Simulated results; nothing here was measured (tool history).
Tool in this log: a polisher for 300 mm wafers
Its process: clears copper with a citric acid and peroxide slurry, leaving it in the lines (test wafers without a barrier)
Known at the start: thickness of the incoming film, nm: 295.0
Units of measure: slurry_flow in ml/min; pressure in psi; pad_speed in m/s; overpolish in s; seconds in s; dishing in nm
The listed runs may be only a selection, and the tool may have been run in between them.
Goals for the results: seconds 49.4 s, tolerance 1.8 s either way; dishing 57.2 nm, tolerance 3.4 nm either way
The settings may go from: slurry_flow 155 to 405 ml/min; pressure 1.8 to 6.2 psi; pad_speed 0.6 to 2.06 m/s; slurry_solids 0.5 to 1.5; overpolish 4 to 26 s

run 1 hour=0 | slurry_flow=260 pressure=4 pad_speed=1.32 slurry_solids=1 overpolish=13 | seconds=64.817 dishing=34.248
run 2 hour=1.6 | slurry_flow=260 pressure=4.2 pad_speed=1.32 slurry_solids=1 overpolish=14 | seconds=61.436 dishing=38.917
run 3 hour=4.9 | slurry_flow=260 pressure=4.2 pad_speed=1.5 slurry_solids=1 overpolish=14 | seconds=55.893 dishing=41.441
run 4 hour=12.3 | slurry_flow=260 pressure=4.3 pad_speed=1.5 slurry_solids=1 overpolish=15 | seconds=54.934 dishing=43.638
run 5 hour=20 | slurry_flow=260 pressure=4.3 pad_speed=1.5 slurry_solids=1.1 overpolish=15 | seconds=54.328 dishing=45.438
run 6 hour=28.3 | slurry_flow=260 pressure=4.3 pad_speed=1.5 slurry_solids=1.25 overpolish=15 | seconds=51.82 dishing=45.281
run 7 hour=29.3 | slurry_flow=260 pressure=4.4 pad_speed=1.5 slurry_solids=1.25 overpolish=16 | seconds=50.608 dishing=47.78
run 8 hour=35.7 | slurry_flow=260 pressure=4.4 pad_speed=1.5 slurry_solids=1.25 overpolish=17 | seconds=51.535 dishing=50.672
run 9 hour=43 | slurry_flow=260 pressure=4.5 pad_speed=1.5 slurry_solids=1.25 overpolish=18 | seconds=51.327 dishing=51.328
run 10 hour=51.6 | slurry_flow=260 pressure=4.5 pad_speed=1.5 slurry_solids=1.25 overpolish=18 | seconds=50.579 dishing=51.927

Which of these 5 next moves meets every target?
run A hour=60.2 | slurry_flow=245 pressure=4 pad_speed=1.44 slurry_solids=1.4 overpolish=25 | seconds=? dishing=?
run B hour=60.2 | slurry_flow=200 pressure=4.1 pad_speed=1.64 slurry_solids=1.25 overpolish=16 | seconds=? dishing=?
run C hour=60.2 | slurry_flow=235 pressure=4.7 pad_speed=1.38 slurry_solids=1.15 overpolish=15 | seconds=? dishing=?
run D hour=60.2 | slurry_flow=265 pressure=4.3 pad_speed=1.6 slurry_solids=1.4 overpolish=17 | seconds=? dishing=?
run E hour=60.2 | slurry_flow=195 pressure=4.6 pad_speed=1.58 slurry_solids=1.2 overpolish=21 | seconds=? dishing=?

move=A seconds=56.762 dishing=58.608
move=B seconds=52.85 dishing=47.319
move=C seconds=52.502 dishing=45.986
move=D seconds=48.385 dishing=52.043
move=E seconds=49.244 dishing=58.338
A: gets the furthest-off result to its target, but another result is out of tolerance
B: moves away from the targets compared with the last run
C: moves away from the targets compared with the last run
D: about as far from the targets as the last run
E: every result lands within tolerance
Correct choice: E, which meets every target

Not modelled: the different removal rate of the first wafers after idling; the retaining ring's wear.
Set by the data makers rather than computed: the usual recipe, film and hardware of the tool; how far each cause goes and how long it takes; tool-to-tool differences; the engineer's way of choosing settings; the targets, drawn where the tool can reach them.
